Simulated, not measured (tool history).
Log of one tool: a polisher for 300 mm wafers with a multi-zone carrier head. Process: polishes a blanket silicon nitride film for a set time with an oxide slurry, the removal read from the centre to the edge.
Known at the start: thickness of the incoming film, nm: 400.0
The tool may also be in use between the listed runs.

run	hour	flow of slurry (ml/min)	pressure of the head's centre zone	pressure of the head's middle zone	pressure of the head's edge zone	abrasive content of the slurry	polishing time (s)	film removed at the wafer's centre (nm)	film removed at mid-radius (nm)	film removed at the wafer's edge (nm)
1	0.0	200	1.00	1.00	1.00	1.00	40	29.322	29.311	28.941
2	8.2	195	1.00	1.01	0.97	0.95	40	28.241	28.628	27.589
3	12.3	190	1.00	1.01	0.94	0.90	40	27.799	27.695	26.359
4	20.9	190	1.00	1.01	0.89	0.90	40	27.505	27.596	25.878
5	28.7	240	1.00	1.01	0.89	0.90	40	28.346	29.000	26.268
6	30.6	235	1.00	1.01	0.88	0.85	40	26.834	27.055	24.953
7	38.5	235	1.00	1.02	0.87	0.85	40	27.706	27.800	24.833
8	41.6	230	1.00	1.02	0.86	0.85	40	27.275	27.756	24.715
9	42.8	225	1.00	1.02	0.85	0.85	40	26.301	27.518	24.626
10	44.8	195	1.07	1.04	0.81	0.70	40	25.000	24.449	21.081
11	46.2	200	1.06	1.04	0.82	0.70	40	25.433	24.393	21.119
12	53.4	205	1.05	1.04	0.83	0.70	40	24.938	24.253	21.033
13	55.5	235	1.04	1.08	0.93	0.75	40	26.582	26.853	23.598
14	57.6	230	1.04	1.08	0.92	0.75	40	26.338	26.681	23.522
15	60.4	225	1.04	1.08	0.91	0.75	40	26.296	25.900	23.120

Run 16 comes next. What will it give?
16	65.0	220	1.03	1.10	0.89	0.75	40	?	?	?

{"run 16": {"film removed at the wafer's centre (nm)": 25.58, "film removed at mid-radius (nm)": 26.65, "film removed at the wafer's edge (nm)": 23.108}}

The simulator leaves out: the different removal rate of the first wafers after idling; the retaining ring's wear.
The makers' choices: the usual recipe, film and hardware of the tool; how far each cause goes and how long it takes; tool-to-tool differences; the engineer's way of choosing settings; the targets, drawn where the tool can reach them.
